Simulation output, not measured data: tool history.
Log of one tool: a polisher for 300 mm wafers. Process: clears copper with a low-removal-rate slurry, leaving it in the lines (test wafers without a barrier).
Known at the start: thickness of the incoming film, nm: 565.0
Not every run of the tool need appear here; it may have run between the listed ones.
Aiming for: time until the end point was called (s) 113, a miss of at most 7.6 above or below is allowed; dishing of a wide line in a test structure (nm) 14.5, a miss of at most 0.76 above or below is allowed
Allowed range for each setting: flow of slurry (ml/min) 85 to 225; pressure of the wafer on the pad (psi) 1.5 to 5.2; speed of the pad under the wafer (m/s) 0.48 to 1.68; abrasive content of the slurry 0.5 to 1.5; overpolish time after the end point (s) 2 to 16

run  hour  flow of slurry (ml/min)  pressure of the wafer on the pad (psi)  speed of the pad under the wafer (m/s)  abrasive content of the slurry  overpolish time after the end point (s)  time until the end point was called (s)  dishing of a wide line in a test structure (nm)
  1     0                      145                                     3.3                                    1.08                               1                                        8                                   172.09                                           18.718
  2   2.6                      145                                     3.3                                    1.36                               1                                        8                                   140.52                                           23.406
  3   6.6                      145                                     3.3                                    1.36                             1.1                                        8                                   136.02                                           23.192
  4   8.8                      150                                     3.3                                    1.36                             1.1                                        7                                   137.47                                           21.208
  5  13.8                      150                                     3.4                                    1.36                            1.15                                        6                                   126.52                                           19.021
  6  19.4                      150                                     3.4                                    1.36                            1.15                                        9                                   126.92                                           26.388
  7  25.2                      150                                     3.4                                    1.36                            1.15                                        9                                    126.5                                           27.678
  8  27.1                      155                                     3.4                                    1.34                             1.2                                        8                                   131.88                                           24.678
  9  32.1                      150                                     3.5                                    1.34                             1.2                                        7                                   125.08                                           22.143
 10  37.6                      155                                     3.8                                    1.32                             1.2                                        3                                   120.82                                           10.552
 11  40.5                      155                                     3.8                                    1.34                             1.2                                        3                                   117.84                                           10.773
 12  48.7                      155                                     3.8                                    1.36                             1.2                                        3                                   114.23                                           11.025
 13  54.8                      155                                     3.7                                    1.38                             1.2                                        3                                   114.12                                            10.92
 14    56                      155                                     3.7                                     1.4                             1.2                                        3                                   111.69                                           10.858

5 candidate next runs follow, results not yet known. Just one meets every target within its allowed miss. Identify it.
  A  57.2                      135                                     3.8                                     1.4                            1.15                                        2                                        ?                                                ?
  B  57.2                      140                                     4.1                                    1.48                            1.25                                        4                                        ?                                                ?
  C  57.2                      185                                     3.5                                    1.38                             1.3                                        2                                        ?                                                ?
  D  57.2                      150                                     3.8                                    1.58                             1.3                                        4                                        ?                                                ?
  E  57.2                      200                                     3.3                                    1.42                             1.5                                        4                                        ?                                                ?

move  time until the end point was called (s)  dishing of a wide line in a test structure (nm)
   A                                   116.24                                           7.3746
   B                                   99.425                                           16.791
   C                                   117.13                                           7.3153
   D                                   98.135                                           16.978
   E                                   115.15                                            14.54
A: its largest miss is bigger than the last run's
B: takes the biggest miss from the last run beyond its target
C: its largest miss is bigger than the last run's
D: takes the biggest miss from the last run beyond its target
E: hits every target within its allowed miss
E is the move that brings every result within its allowed miss.
